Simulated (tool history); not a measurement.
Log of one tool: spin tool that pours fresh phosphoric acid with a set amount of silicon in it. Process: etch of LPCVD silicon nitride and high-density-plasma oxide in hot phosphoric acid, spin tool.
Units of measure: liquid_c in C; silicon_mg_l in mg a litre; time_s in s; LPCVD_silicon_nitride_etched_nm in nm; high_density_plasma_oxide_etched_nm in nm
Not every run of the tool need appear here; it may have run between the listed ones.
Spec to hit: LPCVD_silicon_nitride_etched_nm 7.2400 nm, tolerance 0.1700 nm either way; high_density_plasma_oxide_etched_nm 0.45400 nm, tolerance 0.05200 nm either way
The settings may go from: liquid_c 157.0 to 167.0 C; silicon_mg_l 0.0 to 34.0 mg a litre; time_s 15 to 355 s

run	hour	liquid_c	silicon_mg_l	time_s	LPCVD_silicon_nitride_etched_nm	high_density_plasma_oxide_etched_nm
1	0.0	162.0	15.0	180	18.2900	1.13290
2	8.1	161.0	13.0	135	13.3400	0.80558
3	11.2	161.0	13.0	60	5.8974	0.36874
4	13.1	161.0	13.0	140	13.7650	0.88330
5	18.5	162.5	14.5	130	13.3980	0.85573
6	25.5	162.5	23.0	130	13.4650	0.66603
7	26.3	162.5	23.0	130	13.3690	0.69458
8	32.5	161.0	18.0	120	11.7890	0.65834
9	40.2	160.5	16.0	105	10.0520	0.55081
10	48.2	160.0	13.5	95	9.0244	0.54172
11	52.5	160.0	13.0	90	8.4946	0.51248

Of the 4 settings listed for the next run, only one would bring every result within its allowed miss of target. Which one?
A	56.8	160.5	5.5	80	?	?
B	56.8	160.5	12.0	75	?	?
C	56.8	162.0	3.5	75	?	?
D	56.8	159.0	23.0	100	?	?

move	LPCVD_silicon_nitride_etched_nm	high_density_plasma_oxide_etched_nm
A	7.7479	0.53979
B	7.2636	0.43961
C	7.6367	0.58802
D	9.2085	0.39026
A: closer than the last run, but not yet in spec
B: each result inside its tolerance
C: closer than the last run, but not yet in spec
D: its largest miss is bigger than the last run's
Answer: B

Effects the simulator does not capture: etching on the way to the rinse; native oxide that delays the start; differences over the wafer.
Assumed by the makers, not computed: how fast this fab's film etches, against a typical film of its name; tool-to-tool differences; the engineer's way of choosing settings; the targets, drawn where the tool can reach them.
